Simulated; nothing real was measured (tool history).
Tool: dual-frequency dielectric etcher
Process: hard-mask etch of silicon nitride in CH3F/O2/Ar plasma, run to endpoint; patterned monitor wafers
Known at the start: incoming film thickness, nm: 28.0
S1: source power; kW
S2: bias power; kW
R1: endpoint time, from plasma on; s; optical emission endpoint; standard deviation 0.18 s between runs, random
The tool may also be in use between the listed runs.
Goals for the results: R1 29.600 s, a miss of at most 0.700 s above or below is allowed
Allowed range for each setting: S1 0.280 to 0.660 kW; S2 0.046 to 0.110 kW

{"run": 1, "hour": 0.0, "S1": 0.47, "S2": 0.078, "R1": 36.005}
{"run": 2, "hour": 9.0, "S1": 0.5, "S2": 0.081, "R1": 35.051}
{"run": 3, "hour": 17.2, "S1": 0.53, "S2": 0.085, "R1": 33.199}
{"run": 4, "hour": 21.2, "S1": 0.53, "S2": 0.073, "R1": 35.386}
{"run": 5, "hour": 24.8, "S1": 0.55, "S2": 0.076, "R1": 34.184}
{"run": 6, "hour": 28.7, "S1": 0.61, "S2": 0.076, "R1": 33.08}
{"run": 7, "hour": 31.3, "S1": 0.62, "S2": 0.079, "R1": 32.2}
{"run": 8, "hour": 34.4, "S1": 0.63, "S2": 0.081, "R1": 31.905}

Which of these 4 next moves meets every target?
{"run": "A", "hour": 37.5, "S1": 0.64, "S2": 0.085, "R1": "?"}
{"run": "B", "hour": 37.5, "S1": 0.6, "S2": 0.072, "R1": "?"}
{"run": "C", "hour": 37.5, "S1": 0.63, "S2": 0.096, "R1": "?"}
{"run": "D", "hour": 37.5, "S1": 0.66, "S2": 0.08, "R1": "?"}

move=A R1=31.327
move=B R1=34.134
move=C R1=30.112
move=D R1=31.657
A: better than the last run, though not everything is in spec
B: misses by more than the last run did
C: meets every target
D: better than the last run, though not everything is in spec
Go with C: it meets all targets.
